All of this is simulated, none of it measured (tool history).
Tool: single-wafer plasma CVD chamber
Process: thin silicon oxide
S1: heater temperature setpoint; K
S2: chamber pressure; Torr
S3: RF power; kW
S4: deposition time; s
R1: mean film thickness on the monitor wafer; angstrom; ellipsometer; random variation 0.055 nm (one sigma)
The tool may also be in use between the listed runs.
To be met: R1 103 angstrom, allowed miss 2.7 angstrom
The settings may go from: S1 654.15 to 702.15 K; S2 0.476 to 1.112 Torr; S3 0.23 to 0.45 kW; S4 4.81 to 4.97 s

{"run": 1, "hour": 0.0, "S1": 678.15, "S2": 0.794, "S3": 0.34, "S4": 4.81, "R1": 85.271}
{"run": 2, "hour": 0.6, "S1": 678.15, "S2": 0.794, "S3": 0.38, "S4": 4.81, "R1": 90.677}
{"run": 3, "hour": 5.7, "S1": 678.15, "S2": 0.811, "S3": 0.38, "S4": 4.81, "R1": 92.944}
{"run": 4, "hour": 13.4, "S1": 678.15, "S2": 0.811, "S3": 0.34, "S4": 4.81, "R1": 87.738}
{"run": 5, "hour": 14.6, "S1": 678.15, "S2": 0.811, "S3": 0.385, "S4": 4.81, "R1": 93.903}
{"run": 6, "hour": 15.8, "S1": 678.15, "S2": 0.823, "S3": 0.385, "S4": 4.81, "R1": 94.128}
{"run": 7, "hour": 21.9, "S1": 678.15, "S2": 0.836, "S3": 0.385, "S4": 4.81, "R1": 95.802}
{"run": 8, "hour": 27.3, "S1": 678.15, "S2": 0.846, "S3": 0.385, "S4": 4.81, "R1": 96.337}
{"run": 9, "hour": 30.6, "S1": 678.15, "S2": 0.857, "S3": 0.385, "S4": 4.81, "R1": 96.982}
{"run": 10, "hour": 32.9, "S1": 678.15, "S2": 0.867, "S3": 0.385, "S4": 4.81, "R1": 97.496}
{"run": 11, "hour": 38.9, "S1": 678.15, "S2": 0.877, "S3": 0.385, "S4": 4.81, "R1": 100.37}
{"run": 12, "hour": 41.8, "S1": 678.15, "S2": 0.881, "S3": 0.385, "S4": 4.81, "R1": 99.601}
{"run": 13, "hour": 50.3, "S1": 678.15, "S2": 0.886, "S3": 0.385, "S4": 4.81, "R1": 99.923}

4 next moves are on the table. One of them brings every result within its allowed miss. Which?
{"run": "A", "hour": 58.8, "S1": 676.15, "S2": 0.821, "S3": 0.41, "S4": 4.81, "R1": "?"}
{"run": "B", "hour": 58.8, "S1": 680.15, "S2": 0.92, "S3": 0.375, "S4": 4.84, "R1": "?"}
{"run": "C", "hour": 58.8, "S1": 661.15, "S2": 0.828, "S3": 0.385, "S4": 4.81, "R1": "?"}
{"run": "D", "hour": 58.8, "S1": 672.15, "S2": 0.841, "S3": 0.365, "S4": 4.81, "R1": "?"}

move=A R1=97.179
move=B R1=102.38
move=C R1=96.07
move=D R1=93.984
A: further off than the last run
B: meets every target
C: further off than the last run
D: further off than the last run
Move B is the one to make.

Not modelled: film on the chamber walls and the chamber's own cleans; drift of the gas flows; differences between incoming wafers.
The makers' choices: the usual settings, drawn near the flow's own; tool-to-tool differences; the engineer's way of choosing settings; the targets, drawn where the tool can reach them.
